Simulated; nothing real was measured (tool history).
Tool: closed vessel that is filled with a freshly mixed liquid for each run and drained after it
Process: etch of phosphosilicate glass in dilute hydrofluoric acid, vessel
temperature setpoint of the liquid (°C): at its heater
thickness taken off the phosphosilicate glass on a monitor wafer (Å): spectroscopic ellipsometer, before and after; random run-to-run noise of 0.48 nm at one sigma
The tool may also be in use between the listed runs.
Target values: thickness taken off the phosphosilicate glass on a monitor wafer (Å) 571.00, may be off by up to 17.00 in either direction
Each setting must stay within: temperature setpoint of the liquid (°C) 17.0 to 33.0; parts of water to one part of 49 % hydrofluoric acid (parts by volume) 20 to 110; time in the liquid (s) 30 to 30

run	hour	temperature setpoint of the liquid (°C)	parts of water to one part of 49 % hydrofluoric acid (parts by volume)	time in the liquid (s)	thickness taken off the phosphosilicate glass on a monitor wafer (Å)
1	0.0	25.0	60	30	357.82
2	4.0	26.0	60	30	367.59
3	7.7	29.0	60	30	419.02
4	9.7	29.0	70	30	352.38
5	16.7	29.0	70	30	356.15
6	25.9	29.5	65	30	393.42
7	30.9	30.0	65	30	400.40
8	39.3	33.0	50	30	588.84

Exactly one of the 4 candidate moves below puts every result within its allowed miss. Which one?
A	47.7	30.5	45	30	?
B	47.7	32.5	55	30	?
C	47.7	32.0	50	30	?
D	47.7	30.0	50	30	?

move	thickness taken off the phosphosilicate glass on a monitor wafer (Å)
A	616.41
B	536.38
C	583.48
D	539.78
A: moves away from the targets compared with the last run
B: pushes the last run's worst result past its target
C: all results land within tolerance of their targets
D: pushes the last run's worst result past its target
Go with C: it meets all targets.
